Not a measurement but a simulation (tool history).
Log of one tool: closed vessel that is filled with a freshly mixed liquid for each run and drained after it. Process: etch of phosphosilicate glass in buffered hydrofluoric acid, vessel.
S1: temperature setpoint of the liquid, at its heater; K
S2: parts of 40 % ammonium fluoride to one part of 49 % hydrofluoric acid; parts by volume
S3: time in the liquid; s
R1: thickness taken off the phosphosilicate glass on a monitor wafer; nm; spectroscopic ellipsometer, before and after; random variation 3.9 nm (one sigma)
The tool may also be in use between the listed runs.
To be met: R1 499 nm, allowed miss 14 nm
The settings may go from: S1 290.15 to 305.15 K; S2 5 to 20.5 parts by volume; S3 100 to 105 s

run  hour      S1    S2   S3      R1
  1     0  298.15  12.5  100  763.01
  2   9.1  298.15    14  100  687.59
  3  12.7  297.65    14  100  673.82
  4  17.5  297.15    14  100   659.2
  5  21.8  296.65    14  100  629.88
  6  23.4  296.15    14  100  620.45
  7  27.2  295.65    14  100  602.85
  8  28.1  295.15    14  100  589.62
  9    34  294.65    14  100  567.77
 10  39.4  293.15    14  100   515.2

Which of these 4 next moves meets every target?
  A  44.8  290.15  11.5  100   ?
  B  44.8  293.65    14  100   ?
  C  44.8  291.15    13  100   ?
  D  44.8  290.65    14  105   ?

move      R1
   A  530.35
   B  533.01
   C  497.93
   D   472.5
A: further off than the last run
B: further off than the last run
C: meets every target
D: takes the result that was furthest off past its target
Move C is the one to make.

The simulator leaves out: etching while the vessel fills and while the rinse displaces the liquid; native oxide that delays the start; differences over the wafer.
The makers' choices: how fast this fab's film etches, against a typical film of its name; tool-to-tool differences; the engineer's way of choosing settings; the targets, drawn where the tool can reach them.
